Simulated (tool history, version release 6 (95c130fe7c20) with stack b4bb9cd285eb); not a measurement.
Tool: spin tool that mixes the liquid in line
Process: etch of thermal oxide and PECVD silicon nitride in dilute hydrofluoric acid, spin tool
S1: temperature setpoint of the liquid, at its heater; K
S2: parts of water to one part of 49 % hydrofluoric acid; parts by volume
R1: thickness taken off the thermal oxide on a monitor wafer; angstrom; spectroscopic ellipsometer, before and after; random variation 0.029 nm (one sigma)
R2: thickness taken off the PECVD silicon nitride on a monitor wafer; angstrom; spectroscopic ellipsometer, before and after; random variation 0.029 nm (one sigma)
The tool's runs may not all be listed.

{"run": 1, "day": 0.0, "S1": 297.15, "S2": 115, "time under the liquid (s)": 180, "R1": 69.094, "R2": 76.582}
{"run": 2, "day": 0.267, "S1": 300.15, "S2": 115, "time under the liquid (s)": 180, "R1": 77.368, "R2": 92.876}
{"run": 3, "day": 0.579, "S1": 297.15, "S2": 115, "time under the liquid (s)": 180, "R1": 68.698, "R2": 77.369}
{"run": 4, "day": 0.929, "S1": 297.65, "S2": 145, "time under the liquid (s)": 190, "R1": 57.524, "R2": 66.399}
{"run": 5, "day": 1.25, "S1": 298.65, "S2": 165, "time under the liquid (s)": 190, "R1": 50.417, "R2": 61.464}
{"run": 6, "day": 1.275, "S1": 299.15, "S2": 180, "time under the liquid (s)": 190, "R1": 47.014, "R2": 58.581}
{"run": 7, "day": 1.421, "S1": 299.15, "S2": 190, "time under the liquid (s)": 185, "R1": 42.81, "R2": 54.105}
{"run": 8, "day": 1.617, "S1": 299.15, "S2": 195, "time under the liquid (s)": 180, "R1": 40.163, "R2": 51.224}
{"run": 9, "day": 1.879, "S1": 299.15, "S2": 200, "time under the liquid (s)": 175, "R1": 38.087, "R2": 48.54}
{"run": 10, "day": 2.138, "S1": 299.65, "S2": 205, "time under the liquid (s)": 170, "R1": 36.436, "R2": 47.862}

Forecast run 11:
{"run": 11, "day": 2.346, "S1": 299.65, "S2": 210, "time under the liquid (s)": 165, "R1": "?", "R2": "?"}

Run 11 gave R1 34.656 angstrom, R2 45.170 angstrom.
